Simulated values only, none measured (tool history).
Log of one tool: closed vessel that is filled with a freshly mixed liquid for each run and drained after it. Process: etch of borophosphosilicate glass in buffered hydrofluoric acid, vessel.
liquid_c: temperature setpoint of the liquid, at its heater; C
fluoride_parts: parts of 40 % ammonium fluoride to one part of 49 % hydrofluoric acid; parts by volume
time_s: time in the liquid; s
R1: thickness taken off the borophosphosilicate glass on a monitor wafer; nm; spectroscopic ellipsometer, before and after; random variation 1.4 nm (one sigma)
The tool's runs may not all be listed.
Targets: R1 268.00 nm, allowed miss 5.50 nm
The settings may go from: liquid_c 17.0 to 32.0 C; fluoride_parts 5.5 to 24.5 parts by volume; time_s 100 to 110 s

Run 1, hour 0.0: liquid_c 24.0 C, fluoride_parts 15.0 parts by volume, time_s 100 s. Result: R1 148.75 nm.
Run 2, hour 7.5: liquid_c 26.5 C, fluoride_parts 15.0 parts by volume, time_s 100 s. Result: R1 170.74 nm.
Run 3, hour 12.5: liquid_c 26.5 C, fluoride_parts 19.0 parts by volume, time_s 100 s. Result: R1 134.57 nm.
Run 4, hour 21.5: liquid_c 26.5 C, fluoride_parts 19.0 parts by volume, time_s 100 s. Result: R1 134.32 nm.
Run 5, hour 26.7: liquid_c 23.0 C, fluoride_parts 19.0 parts by volume, time_s 100 s. Result: R1 112.50 nm.
Run 6, hour 27.3: liquid_c 23.0 C, fluoride_parts 19.0 parts by volume, time_s 110 s. Result: R1 123.80 nm.
Run 7, hour 29.3: liquid_c 25.5 C, fluoride_parts 18.0 parts by volume, time_s 110 s. Result: R1 149.23 nm.
At hour 33.3: hydrofluoric acid flow meter replaced.
Run 8, hour 33.3: liquid_c 27.5 C, fluoride_parts 17.0 parts by volume, time_s 110 s. Result: R1 161.04 nm.
Run 9, hour 37.5: liquid_c 27.5 C, fluoride_parts 17.0 parts by volume, time_s 110 s. Result: R1 162.54 nm.
Run 10, hour 43.3: liquid_c 28.5 C, fluoride_parts 15.0 parts by volume, time_s 110 s. Result: R1 192.15 nm.
Run 11, hour 44.7: liquid_c 29.5 C, fluoride_parts 14.0 parts by volume, time_s 110 s. Result: R1 217.46 nm.
Run 12, hour 47.0: liquid_c 30.0 C, fluoride_parts 13.5 parts by volume, time_s 110 s. Result: R1 233.19 nm.

Which of these 4 next moves meets every target?
Run A, hour 49.3: liquid_c 29.5 C, fluoride_parts 15.0 parts by volume, time_s 105 s. Result: R1 ?.
Run B, hour 49.3: liquid_c 31.5 C, fluoride_parts 12.0 parts by volume, time_s 110 s. Result: R1 ?.
Run C, hour 49.3: liquid_c 29.0 C, fluoride_parts 11.0 parts by volume, time_s 110 s. Result: R1 ?.
Run D, hour 49.3: liquid_c 30.0 C, fluoride_parts 15.0 parts by volume, time_s 100 s. Result: R1 ?.

move      R1
   A  193.11
   B  279.45
   C  267.27
   D  188.78
A: further off than the last run
B: takes the result that was furthest off past its target
C: meets every target
D: further off than the last run
Answer: C
